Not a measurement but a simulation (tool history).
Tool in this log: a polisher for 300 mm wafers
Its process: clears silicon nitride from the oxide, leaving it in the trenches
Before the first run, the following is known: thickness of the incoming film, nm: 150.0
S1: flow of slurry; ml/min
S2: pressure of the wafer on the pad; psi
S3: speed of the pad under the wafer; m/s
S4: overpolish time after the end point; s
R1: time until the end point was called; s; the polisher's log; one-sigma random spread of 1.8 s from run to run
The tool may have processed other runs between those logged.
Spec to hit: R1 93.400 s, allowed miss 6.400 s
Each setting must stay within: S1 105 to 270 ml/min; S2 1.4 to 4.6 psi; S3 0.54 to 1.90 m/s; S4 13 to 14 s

run 1 day=0.000 | S1=175 S2=3.0 S3=1.22 S4=13 | R1=139.890
run 2 day=0.100 | S1=175 S2=3.4 S3=1.24 S4=13 | R1=122.030
run 3 day=0.350 | S1=150 S2=3.4 S3=1.24 S4=13 | R1=127.160
run 4 day=0.667 | S1=155 S2=3.7 S3=1.26 S4=13 | R1=118.280
run 5 day=0.971 | S1=160 S2=3.9 S3=1.28 S4=13 | R1=107.820
run 6 day=1.125 | S1=160 S2=3.9 S3=1.02 S4=13 | R1=132.630
run 7 day=1.308 | S1=165 S2=4.1 S3=1.08 S4=13 | R1=116.860
run 8 day=1.521 | S1=165 S2=4.6 S3=1.16 S4=13 | R1=100.550

Exactly one of the 4 candidate moves below puts every result within its allowed miss. Which one?
run A day=1.733 | S1=125 S2=4.6 S3=1.08 S4=14 | R1=?
run B day=1.733 | S1=180 S2=4.6 S3=1.24 S4=13 | R1=?
run C day=1.733 | S1=170 S2=4.5 S3=1.04 S4=13 | R1=?
run D day=1.733 | S1=135 S2=4.3 S3=1.08 S4=13 | R1=?

move=A R1=110.220
move=B R1=95.494
move=C R1=110.550
move=D R1=115.740
A: moves away from the targets compared with the last run
B: every result lands within tolerance
C: moves away from the targets compared with the last run
D: moves away from the targets compared with the last run
Answer: B
